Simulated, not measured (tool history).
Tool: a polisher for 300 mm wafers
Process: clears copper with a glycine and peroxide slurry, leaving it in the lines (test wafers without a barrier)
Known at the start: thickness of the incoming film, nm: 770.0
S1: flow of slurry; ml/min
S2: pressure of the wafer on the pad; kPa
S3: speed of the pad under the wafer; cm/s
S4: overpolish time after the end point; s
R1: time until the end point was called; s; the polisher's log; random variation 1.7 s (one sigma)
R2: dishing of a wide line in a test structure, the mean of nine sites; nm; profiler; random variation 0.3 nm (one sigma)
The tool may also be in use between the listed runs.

| run | day | S1 | S2 | S3 | S4 | R1 | R2 |
|---|---|---|---|---|---|---|---|
| 1 | 0.000 | 125 | 18.6 | 112 | 9 | 143.84 | 29.114 |
| 2 | 0.250 | 125 | 17.2 | 112 | 8 | 150.49 | 24.589 |
| 3 | 0.388 | 120 | 16.5 | 112 | 8 | 158.29 | 23.818 |
| 4 | 0.646 | 90 | 16.5 | 112 | 8 | 170.74 | 21.177 |
| 5 | 0.971 | 90 | 16.5 | 112 | 5 | 169.56 | 13.565 |
| 6 | 1.046 | 100 | 16.5 | 112 | 5 | 164.35 | 14.771 |
| 7 | 1.296 | 95 | 15.9 | 112 | 5 | 170.77 | 13.521 |

The next listed run, before its measurement:
| 8 | 1.662 | 95 | 15.2 | 112 | 5 | ? | ? |

Run 8 gave R1 178.40 s, R2 13.082 nm.
